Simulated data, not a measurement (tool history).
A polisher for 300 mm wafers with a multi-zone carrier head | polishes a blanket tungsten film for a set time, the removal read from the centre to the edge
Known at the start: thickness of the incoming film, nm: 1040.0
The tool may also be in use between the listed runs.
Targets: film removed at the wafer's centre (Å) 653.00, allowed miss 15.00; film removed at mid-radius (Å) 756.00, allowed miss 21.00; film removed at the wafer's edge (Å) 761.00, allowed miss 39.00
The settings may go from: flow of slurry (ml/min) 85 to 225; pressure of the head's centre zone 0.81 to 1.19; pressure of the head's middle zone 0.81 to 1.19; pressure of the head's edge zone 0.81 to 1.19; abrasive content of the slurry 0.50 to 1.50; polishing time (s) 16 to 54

run	day	flow of slurry (ml/min)	pressure of the head's centre zone	pressure of the head's middle zone	pressure of the head's edge zone	abrasive content of the slurry	polishing time (s)	film removed at the wafer's centre (Å)	film removed at mid-radius (Å)	film removed at the wafer's edge (Å)
1	0.000	145	1.00	1.00	1.00	1.00	35	1242.70	1220.90	1178.20
2	0.229	145	1.00	1.00	0.92	1.00	35	1248.80	1200.70	1144.20
3	0.412	145	1.00	0.92	0.92	1.00	35	1232.40	1113.50	1165.30
4	0.512	120	1.00	0.92	0.92	1.00	35	1209.10	1092.90	1173.40
5	0.733	120	1.00	0.92	0.99	1.00	35	1196.50	1096.40	1191.70
6	1.092	120	1.00	0.92	0.99	0.80	35	1124.90	1006.30	1116.60
# day 1.221: slurry nozzle cleaned
7	1.221	115	0.95	0.95	0.98	0.70	33	1035.30	985.53	999.47
8	1.567	105	0.91	0.95	1.03	0.70	30	903.21	893.09	936.80
9	1.825	100	0.88	0.97	1.07	0.70	28	802.77	842.07	887.02
10	1.892	100	0.86	0.98	1.08	0.65	27	741.85	808.79	838.34
11	2.183	90	0.81	0.98	1.04	0.50	27	642.06	711.47	763.03
12	2.267	90	0.81	0.98	1.04	0.50	27	638.98	715.53	746.81
13	2.404	95	0.81	0.99	1.04	0.50	27	644.39	728.95	754.40
14	2.446	100	0.81	0.99	1.04	0.50	27	649.44	732.01	750.02

Which of these 4 next moves meets every target?
A	2.488	120	0.81	1.01	1.04	0.75	23	?	?	?
B	2.488	110	0.86	0.97	1.03	0.50	26	?	?	?
C	2.488	85	0.81	0.88	1.11	0.60	28	?	?	?
D	2.488	145	0.81	0.96	1.07	0.50	26	?	?	?

move	film removed at the wafer's centre (Å)	film removed at mid-radius (Å)	film removed at the wafer's edge (Å)
A	658.47	755.84	755.64
B	663.01	704.63	728.19
C	706.21	727.42	855.39
D	658.47	722.18	759.82
A: meets every target
B: further off than the last run
C: further off than the last run
D: further off than the last run
Answer: A

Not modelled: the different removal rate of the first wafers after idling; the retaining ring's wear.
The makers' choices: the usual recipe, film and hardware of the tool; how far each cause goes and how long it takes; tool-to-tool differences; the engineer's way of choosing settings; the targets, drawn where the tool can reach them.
